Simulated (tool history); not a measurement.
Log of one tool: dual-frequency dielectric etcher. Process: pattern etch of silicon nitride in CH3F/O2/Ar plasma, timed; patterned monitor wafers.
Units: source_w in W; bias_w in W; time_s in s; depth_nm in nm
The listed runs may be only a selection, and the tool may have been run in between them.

run,hour,source_w,bias_w,time_s,depth_nm
1,0,510,89,37.5,31.246
2,5.2,470,84,37,29.284
3,9.2,440,81,37,28.249
4,16.5,440,81,34.5,26.375
5,17.5,510,81,34.5,27.651
6,25.4,510,88,34.5,28.516
7,31.8,470,85,34.5,27.415
8,37.2,440,84,34.5,26.704
9,43.1,420,83,34.5,26.138
10,47,420,83,34.5,26.318

Run 11 comes next. What will it give?
11,55.7,400,82,34.5,?

{"run 11": {"depth_nm": 25.747}}
